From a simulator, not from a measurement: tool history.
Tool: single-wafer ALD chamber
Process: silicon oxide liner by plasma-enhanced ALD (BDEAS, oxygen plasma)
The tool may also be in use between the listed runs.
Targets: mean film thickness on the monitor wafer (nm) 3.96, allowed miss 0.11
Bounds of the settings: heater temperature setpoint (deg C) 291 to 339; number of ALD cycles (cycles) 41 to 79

run,day,heater temperature setpoint (deg C),number of ALD cycles (cycles),mean film thickness on the monitor wafer (nm)
1,0,315,60,5.5231
2,0.308,315,56,5.1706
3,0.679,315,60,5.527
4,0.783,320,60,5.4109
5,1.121,320,57,5.2024
6,1.367,320,64,5.8537
7,1.458,321,59,5.3836
8,1.8,323,55,4.9636
9,2.071,324,52,4.6974
10,2.25,325,50,4.5594
11,2.608,326,48,4.3267

5 next moves are on the table. One of them brings every result within its allowed miss. Which?
A,2.967,333,44,?
B,2.967,334,50,?
C,2.967,323,51,?
D,2.967,331,50,?
E,2.967,328,42,?

move,mean film thickness on the monitor wafer (nm)
A,3.9652
B,4.5002
C,4.6552
D,4.5175
E,3.8093
A: meets every target
B: further off than the last run
C: further off than the last run
D: further off than the last run
E: takes the result that was furthest off past its target
Answer: A

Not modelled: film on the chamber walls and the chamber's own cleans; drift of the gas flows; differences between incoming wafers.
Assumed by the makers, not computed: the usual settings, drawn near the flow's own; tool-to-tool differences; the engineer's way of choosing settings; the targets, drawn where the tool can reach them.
